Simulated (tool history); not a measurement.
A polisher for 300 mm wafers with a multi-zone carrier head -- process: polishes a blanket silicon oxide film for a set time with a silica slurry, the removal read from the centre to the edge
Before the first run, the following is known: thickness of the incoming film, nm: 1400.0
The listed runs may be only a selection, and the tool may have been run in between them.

run	hour	flow of slurry (ml/min)	pressure of the head's centre zone	pressure of the head's middle zone	pressure of the head's edge zone	abrasive content of the slurry	polishing time (s)	film removed at the wafer's centre (nm)	film removed at mid-radius (nm)	film removed at the wafer's edge (nm)
1	0	150	1	1	1	1	61	149.98	138.42	136.5
2	4	145	0.97	1	0.98	0.9	59	133.42	127.29	126.88
3	12.5	145	0.97	1	0.98	0.75	59	125.16	115.97	116.82
4	16.1	145	0.94	1	0.98	0.75	59	121.32	115.91	116.19
5	23.5	145	0.89	1	0.98	0.75	59	115.38	116.29	117.09
6	29.7	140	0.88	1.01	0.97	0.7	57	106.92	109.8	108.8
7	38.2	135	0.87	1.02	0.96	0.65	56	97.714	105.46	102.92
8	43.7	130	0.87	1.01	0.94	0.65	55	95.214	100.45	99.524
# hour 44.5: centre zone pressure recalibrated
9	44.5	125	0.86	1.01	0.92	0.65	55	85.291	100.48	98.043
10	50.1	125	0.87	1.01	0.91	0.65	54	84.686	98.701	94.773
11	58.9	125	0.88	1	0.9	0.65	54	85.448	96.421	94.402
12	59.7	125	0.89	1	0.89	0.65	54	87.238	96.88	94.145

What will run 13 give?
13	65.3	110	0.85	0.98	0.81	0.5	52	?	?	?

For run 13 the tool returned film removed at the wafer's centre (nm) 67.964, film removed at mid-radius (nm) 79.79, film removed at the wafer's edge (nm) 77.354.
